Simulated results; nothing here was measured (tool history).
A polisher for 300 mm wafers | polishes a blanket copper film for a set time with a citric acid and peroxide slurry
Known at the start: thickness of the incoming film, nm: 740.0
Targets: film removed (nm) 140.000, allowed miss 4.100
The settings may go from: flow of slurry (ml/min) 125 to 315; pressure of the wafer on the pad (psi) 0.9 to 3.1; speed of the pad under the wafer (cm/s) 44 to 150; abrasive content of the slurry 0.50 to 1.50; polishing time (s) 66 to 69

run,hour,flow of slurry (ml/min),pressure of the wafer on the pad (psi),speed of the pad under the wafer (cm/s),abrasive content of the slurry,polishing time (s),film removed (nm)
1,0.0,205,2.0,96,1.00,66,86.442
2,4.2,205,1.5,96,1.00,66,66.017
3,7.9,210,1.8,96,1.00,66,79.410
4,8.8,210,1.8,96,0.80,66,75.795
5,12.2,250,1.8,96,0.80,66,77.700
6,15.2,250,2.0,96,0.80,66,86.916
7,17.4,255,2.2,96,0.80,66,95.021
8,24.8,255,2.4,96,0.80,66,104.010
9,32.4,265,3.0,98,0.80,66,130.790
10,39.2,270,3.0,98,0.80,66,132.720
11,43.2,275,3.0,98,0.80,66,130.900
# hour 51.0: worn pad replaced by a new one
12,51.0,275,3.1,100,0.80,66,151.370
13,58.0,265,3.1,100,0.80,66,152.360
14,65.1,275,3.1,100,0.80,66,152.130
15,66.6,265,3.1,100,0.80,66,150.220
16,69.3,270,3.1,100,0.80,66,153.040
17,70.2,270,3.0,100,0.80,66,147.480
18,76.9,265,3.0,100,0.80,66,148.770
19,85.6,270,3.0,100,0.80,66,145.460
20,93.1,270,3.0,100,0.80,66,144.960

Which of these 5 next moves meets every target?
A,100.6,260,2.7,120,0.70,66,?
B,100.6,295,3.1,94,0.80,69,?
C,100.6,270,3.1,104,0.70,66,?
D,100.6,280,2.9,94,1.10,66,?
E,100.6,315,3.0,104,0.65,66,?

move,film removed (nm)
A,153.490
B,149.360
C,153.270
D,140.560
E,148.740
A: further off than the last run
B: further off than the last run
C: further off than the last run
D: meets every target
E: further off than the last run
The right move is D.
